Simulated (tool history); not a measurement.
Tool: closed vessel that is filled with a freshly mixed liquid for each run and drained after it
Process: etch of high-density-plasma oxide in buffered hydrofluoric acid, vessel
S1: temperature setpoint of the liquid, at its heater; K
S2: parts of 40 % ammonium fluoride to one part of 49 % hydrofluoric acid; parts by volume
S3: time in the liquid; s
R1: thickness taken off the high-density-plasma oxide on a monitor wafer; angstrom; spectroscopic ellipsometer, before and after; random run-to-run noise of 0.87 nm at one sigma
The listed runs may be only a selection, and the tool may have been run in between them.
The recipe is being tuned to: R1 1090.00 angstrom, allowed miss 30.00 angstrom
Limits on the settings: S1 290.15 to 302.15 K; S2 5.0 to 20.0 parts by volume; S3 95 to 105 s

Run 1, day 0.000: S1 294.15 K, S2 12.0 parts by volume, S3 95 s. Result: R1 818.89 angstrom.
Run 2, day 0.071: S1 295.15 K, S2 12.0 parts by volume, S3 95 s. Result: R1 864.58 angstrom.
Run 3, day 0.421: S1 295.15 K, S2 12.0 parts by volume, S3 95 s. Result: R1 848.17 angstrom.
Run 4, day 0.592: S1 295.15 K, S2 13.5 parts by volume, S3 95 s. Result: R1 768.48 angstrom.
Run 5, day 0.808: S1 296.65 K, S2 13.5 parts by volume, S3 95 s. Result: R1 828.43 angstrom.
Run 6, day 0.879: S1 297.65 K, S2 13.5 parts by volume, S3 95 s. Result: R1 874.36 angstrom.
Run 7, day 1.150: S1 298.65 K, S2 13.5 parts by volume, S3 95 s. Result: R1 920.72 angstrom.
Run 8, day 1.242: S1 299.15 K, S2 13.5 parts by volume, S3 95 s. Result: R1 946.24 angstrom.
Run 9, day 1.375: S1 299.65 K, S2 13.5 parts by volume, S3 95 s. Result: R1 976.81 angstrom.
Run 10, day 1.704: S1 300.15 K, S2 13.5 parts by volume, S3 95 s. Result: R1 992.89 angstrom.
Run 11, day 1.829: S1 300.65 K, S2 13.5 parts by volume, S3 95 s. Result: R1 1023.50 angstrom.
Run 12, day 1.858: S1 301.15 K, S2 13.5 parts by volume, S3 95 s. Result: R1 1044.00 angstrom.

Exactly one of the 5 candidate moves below puts every result within its allowed miss. Which one?
Run A, day 1.888: S1 302.15 K, S2 17.0 parts by volume, S3 105 s. Result: R1 ?.
Run B, day 1.888: S1 302.15 K, S2 15.5 parts by volume, S3 100 s. Result: R1 ?.
Run C, day 1.888: S1 302.15 K, S2 14.0 parts by volume, S3 95 s. Result: R1 ?.
Run D, day 1.888: S1 300.65 K, S2 14.0 parts by volume, S3 95 s. Result: R1 ?.
Run E, day 1.888: S1 302.15 K, S2 15.5 parts by volume, S3 95 s. Result: R1 ?.

move       R1
   A   981.73
   B  1023.70
   C  1074.40
   D   992.12
   E   972.48
A: misses by more than the last run did
B: misses by more than the last run did
C: each result inside its tolerance
D: misses by more than the last run did
E: misses by more than the last run did
Move C is the one to make.
